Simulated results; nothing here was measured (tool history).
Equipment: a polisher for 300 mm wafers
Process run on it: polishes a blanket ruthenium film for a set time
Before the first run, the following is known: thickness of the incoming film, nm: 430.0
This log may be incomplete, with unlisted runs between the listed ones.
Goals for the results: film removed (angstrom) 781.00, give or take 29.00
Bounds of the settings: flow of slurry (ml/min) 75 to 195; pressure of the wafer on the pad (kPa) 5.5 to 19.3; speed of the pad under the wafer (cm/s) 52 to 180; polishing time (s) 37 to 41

run,hour,flow of slurry (ml/min),pressure of the wafer on the pad (kPa),speed of the pad under the wafer (cm/s),polishing time (s),film removed (angstrom)
1,0.0,125,12.4,116,41,453.37
2,2.5,130,14.5,116,41,506.97
3,8.0,135,15.9,120,41,558.40
4,9.7,135,16.5,126,41,618.31
5,12.4,135,16.5,126,37,551.37
6,20.8,135,17.2,134,37,599.13
7,24.6,140,17.9,140,37,662.12
8,33.5,145,18.6,144,37,693.11
9,36.7,145,18.6,148,37,714.37
10,38.9,145,18.6,150,37,724.08
11,42.0,145,18.6,152,37,730.25
12,44.0,145,18.6,154,37,732.74
13,45.6,145,18.6,156,37,764.64
14,47.1,145,18.6,156,37,750.81

Which one of the following 5 next-run settings gets every result inside its allowed miss? There is exactly one.
A,48.6,185,19.3,142,37,?
B,48.6,195,15.9,150,40,?
C,48.6,140,16.5,176,38,?
D,48.6,150,15.9,158,39,?
E,48.6,155,18.6,144,38,?

move,film removed (angstrom)
A,744.04
B,734.06
C,803.92
D,726.42
E,734.71
A: its largest miss is bigger than the last run's
B: its largest miss is bigger than the last run's
C: every result lands within tolerance
D: its largest miss is bigger than the last run's
E: its largest miss is bigger than the last run's
The move that meets every target is C.
